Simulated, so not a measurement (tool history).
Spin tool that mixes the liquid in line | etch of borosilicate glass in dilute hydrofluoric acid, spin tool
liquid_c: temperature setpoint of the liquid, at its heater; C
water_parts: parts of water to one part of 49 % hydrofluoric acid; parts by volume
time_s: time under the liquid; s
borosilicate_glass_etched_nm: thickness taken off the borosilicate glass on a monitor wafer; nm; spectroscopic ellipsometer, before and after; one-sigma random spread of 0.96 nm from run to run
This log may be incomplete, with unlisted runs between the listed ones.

run	day	liquid_c	water_parts	time_s	borosilicate_glass_etched_nm
1	0.000	25.0	190	325	45.849
2	0.029	26.0	170	330	55.676
3	0.133	26.0	115	330	87.185
4	0.308	23.5	115	330	79.325
5	0.462	24.5	105	330	91.601
6	0.588	24.5	160	330	56.050
7	0.954	25.5	145	330	65.734
8	1.179	29.5	70	335	179.780

For run 9, what comes out?
9	1.275	30.0	70	335	?

borosilicate_glass_etched_nm: 181.390 nm

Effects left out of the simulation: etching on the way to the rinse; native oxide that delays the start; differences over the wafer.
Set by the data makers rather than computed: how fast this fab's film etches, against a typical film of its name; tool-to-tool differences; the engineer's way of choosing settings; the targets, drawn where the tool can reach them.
